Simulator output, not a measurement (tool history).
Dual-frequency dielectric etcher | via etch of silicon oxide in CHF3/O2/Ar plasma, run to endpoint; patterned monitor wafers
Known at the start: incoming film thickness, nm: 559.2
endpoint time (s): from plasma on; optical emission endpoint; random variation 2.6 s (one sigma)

run	hour	source power (W)	bias power (W)	endpoint time (s)
1	0	650	177	247.58
2	1	650	191	240.33
3	2.3	590	174	258.75
4	5.4	590	154	276.69
5	6.9	550	149	288.53
6	8.8	520	146	294.26
7	12.3	500	142	301.46

Run 8 comes next. What will it give?
8	16.8	480	140	?

{"run 8": {"endpoint time (s)": 311.47}}
